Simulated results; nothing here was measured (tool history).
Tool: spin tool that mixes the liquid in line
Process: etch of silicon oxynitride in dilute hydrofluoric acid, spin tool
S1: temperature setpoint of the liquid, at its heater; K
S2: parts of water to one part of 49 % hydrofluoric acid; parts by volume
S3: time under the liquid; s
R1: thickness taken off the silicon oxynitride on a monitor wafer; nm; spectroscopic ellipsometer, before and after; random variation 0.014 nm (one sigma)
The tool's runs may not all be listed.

{"run": 1, "hour": 0.0, "S1": 296.15, "S2": 95, "S3": 50, "R1": 0.66205}
{"run": 2, "hour": 7.6, "S1": 296.15, "S2": 95, "S3": 30, "R1": 0.40236}
{"run": 3, "hour": 15.0, "S1": 297.15, "S2": 85, "S3": 30, "R1": 0.46541}
{"run": 4, "hour": 16.1, "S1": 297.15, "S2": 85, "S3": 30, "R1": 0.46747}
{"run": 5, "hour": 24.4, "S1": 298.65, "S2": 85, "S3": 30, "R1": 0.5082}
{"run": 6, "hour": 27.9, "S1": 298.65, "S2": 85, "S3": 30, "R1": 0.5008}
{"run": 7, "hour": 35.0, "S1": 299.65, "S2": 75, "S3": 35, "R1": 0.70185}
{"run": 8, "hour": 39.2, "S1": 300.15, "S2": 70, "S3": 35, "R1": 0.78264}
{"run": 9, "hour": 44.5, "S1": 300.65, "S2": 70, "S3": 35, "R1": 0.80088}
{"run": 10, "hour": 51.8, "S1": 301.15, "S2": 70, "S3": 35, "R1": 0.81364}
{"run": 11, "hour": 58.5, "S1": 304.15, "S2": 40, "S3": 35, "R1": 1.6898}
{"run": 12, "hour": 62.3, "S1": 303.65, "S2": 40, "S3": 35, "R1": 1.6786}
{"run": 13, "hour": 70.8, "S1": 303.15, "S2": 40, "S3": 35, "R1": 1.6459}
{"run": 14, "hour": 71.9, "S1": 302.65, "S2": 40, "S3": 35, "R1": 1.5659}
{"run": 15, "hour": 73.2, "S1": 302.15, "S2": 40, "S3": 35, "R1": 1.5655}
{"run": 16, "hour": 74.2, "S1": 301.65, "S2": 40, "S3": 35, "R1": 1.5049}

The next listed run, before its measurement:
{"run": 17, "hour": 80.5, "S1": 301.65, "S2": 40, "S3": 35, "R1": "?"}

{"run 17": {"R1": 1.515}}
